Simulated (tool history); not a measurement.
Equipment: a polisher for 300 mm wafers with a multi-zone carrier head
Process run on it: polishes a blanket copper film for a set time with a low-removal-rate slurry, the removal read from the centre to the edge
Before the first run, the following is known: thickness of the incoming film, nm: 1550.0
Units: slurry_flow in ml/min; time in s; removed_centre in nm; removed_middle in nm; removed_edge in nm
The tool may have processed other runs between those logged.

run    day  slurry_flow  centre_zone  middle_zone  edge_zone  slurry_solids  time  removed_centre  removed_middle  removed_edge
  1      0          260            1            1          1              1    65          147.87          144.05        148.98
  2  0.067          260            1         0.93          1              1    65          146.79          138.66        144.87
  3  0.421          260            1         0.93       0.94              1    65          148.75          137.08        142.69
  4  0.529          255         0.96         0.95       0.94            0.9    57          121.05           116.5        119.97
  5  0.633          255         0.96         0.95        0.9            0.9    57          121.28          118.93         122.3
  6  0.988          255         0.96         0.95        0.9            0.9    44          93.109          92.454        94.002

Run 7 has not been measured yet. What should we expect?
  7  1.017          245         0.93         0.97       0.91           0.85    42               ?               ?             ?

removed_centre: 84.094 nm
removed_middle: 87.27 nm
removed_edge: 86.546 nm
